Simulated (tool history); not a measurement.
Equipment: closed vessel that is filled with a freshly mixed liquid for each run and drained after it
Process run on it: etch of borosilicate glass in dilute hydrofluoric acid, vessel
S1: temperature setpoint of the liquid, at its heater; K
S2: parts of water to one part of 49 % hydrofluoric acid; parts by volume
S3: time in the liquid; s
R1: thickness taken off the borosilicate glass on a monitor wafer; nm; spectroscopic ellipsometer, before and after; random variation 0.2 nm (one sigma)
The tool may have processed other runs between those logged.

run	day	S1	S2	S3	R1
1	0	295.15	205	165	28.112
2	0.129	296.65	205	165	29.674
3	0.242	295.65	205	165	29.05
4	0.588	294.65	210	165	27.223
5	0.683	293.65	215	165	25.517
6	0.721	293.65	165	165	34.965

Estimate the outcome of run 7 from the log above:
7	1.025	293.15	175	165	?

{"run 7": {"R1": 32.009}}
